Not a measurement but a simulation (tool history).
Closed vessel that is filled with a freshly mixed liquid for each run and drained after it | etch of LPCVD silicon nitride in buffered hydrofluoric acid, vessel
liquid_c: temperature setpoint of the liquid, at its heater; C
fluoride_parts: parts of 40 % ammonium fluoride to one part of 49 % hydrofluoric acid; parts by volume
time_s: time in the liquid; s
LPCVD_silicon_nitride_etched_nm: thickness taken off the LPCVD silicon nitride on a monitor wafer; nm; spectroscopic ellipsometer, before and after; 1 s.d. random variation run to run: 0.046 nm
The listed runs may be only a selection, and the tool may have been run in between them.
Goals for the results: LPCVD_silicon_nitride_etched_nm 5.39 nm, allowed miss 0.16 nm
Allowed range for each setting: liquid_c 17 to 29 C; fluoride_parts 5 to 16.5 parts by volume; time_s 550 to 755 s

run,hour,liquid_c,fluoride_parts,time_s,LPCVD_silicon_nitride_etched_nm
1,0,21,10,755,10.029
2,7.9,21,10,755,9.953
3,15.9,21,10,755,10.055
4,20.9,21,10,755,9.9312
5,25.3,20,11.5,750,8.2673
6,32.9,19,12.5,745,7.1748
7,39.5,18.5,13,740,6.6624
8,47.5,18,13.5,735,6.1567
9,57.1,17.5,14,735,5.7314
10,61.8,17,14,735,5.6001

Pick the move, out of 5, that brings all results within their allowed miss; only one does.
A,66.5,17,15,705,?
B,66.5,17,13.5,725,?
C,66.5,18,15.5,745,?
D,66.5,18.5,13,670,?
E,66.5,17.5,13,685,?

move,LPCVD_silicon_nitride_etched_nm
A,4.9502
B,5.6462
C,5.362
D,5.8971
E,5.6962
A: carries the result that was furthest off beyond its target, to the other side
B: further off than the last run
C: hits every target within its allowed miss
D: further off than the last run
E: further off than the last run
The move that meets every target is C.
